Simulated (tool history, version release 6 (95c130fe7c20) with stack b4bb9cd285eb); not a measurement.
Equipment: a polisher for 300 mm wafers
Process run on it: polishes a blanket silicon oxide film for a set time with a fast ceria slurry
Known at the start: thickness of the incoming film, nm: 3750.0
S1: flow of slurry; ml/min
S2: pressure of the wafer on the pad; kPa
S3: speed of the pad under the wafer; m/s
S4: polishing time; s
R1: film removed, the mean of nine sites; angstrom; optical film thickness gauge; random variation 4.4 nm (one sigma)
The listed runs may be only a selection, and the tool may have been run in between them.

run,hour,S1,S2,S3,S4,R1
1,0,255,24.1,0.84,26,4678.6
2,6.4,255,22.1,0.84,26,4218.1
3,12.3,255,22.1,0.72,26,3715.2
4,19.3,255,22.1,0.54,26,2769.3
5,20.8,255,17.2,0.54,26,2197.8
6,27.6,255,17.2,0.44,26,1830.1

Predict the results of run 7:
7,36.4,255,19.3,0.44,26,?

{"run 7": {"R1": 2053.6}}
